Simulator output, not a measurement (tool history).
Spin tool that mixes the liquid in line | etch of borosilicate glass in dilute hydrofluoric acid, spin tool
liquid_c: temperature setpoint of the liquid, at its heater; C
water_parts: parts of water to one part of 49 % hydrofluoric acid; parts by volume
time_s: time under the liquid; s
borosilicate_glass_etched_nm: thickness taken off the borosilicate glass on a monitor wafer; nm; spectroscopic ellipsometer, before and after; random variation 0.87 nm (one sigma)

{"run": 1, "hour": 0.0, "liquid_c": 25, "water_parts": 100, "time_s": 125, "borosilicate_glass_etched_nm": 49.926}
{"run": 2, "hour": 6.5, "liquid_c": 25, "water_parts": 100, "time_s": 135, "borosilicate_glass_etched_nm": 53.252}
{"run": 3, "hour": 13.9, "liquid_c": 25, "water_parts": 100, "time_s": 135, "borosilicate_glass_etched_nm": 53.474}
{"run": 4, "hour": 19.5, "liquid_c": 26.5, "water_parts": 90, "time_s": 135, "borosilicate_glass_etched_nm": 63.766}
{"run": 5, "hour": 24.9, "liquid_c": 28, "water_parts": 85, "time_s": 135, "borosilicate_glass_etched_nm": 72.278}
{"run": 6, "hour": 31.8, "liquid_c": 29, "water_parts": 80, "time_s": 135, "borosilicate_glass_etched_nm": 80.997}
{"run": 7, "hour": 38.4, "liquid_c": 30, "water_parts": 75, "time_s": 135, "borosilicate_glass_etched_nm": 88.614}
{"run": 8, "hour": 43.4, "liquid_c": 30.5, "water_parts": 70, "time_s": 135, "borosilicate_glass_etched_nm": 98.842}
{"run": 9, "hour": 46.5, "liquid_c": 31, "water_parts": 70, "time_s": 135, "borosilicate_glass_etched_nm": 99.571}

Run 10 comes next. What will it give?
{"run": 10, "hour": 53.7, "liquid_c": 31.5, "water_parts": 70, "time_s": 135, "borosilicate_glass_etched_nm": "?"}

Run 10 gave borosilicate_glass_etched_nm 102.64 nm.

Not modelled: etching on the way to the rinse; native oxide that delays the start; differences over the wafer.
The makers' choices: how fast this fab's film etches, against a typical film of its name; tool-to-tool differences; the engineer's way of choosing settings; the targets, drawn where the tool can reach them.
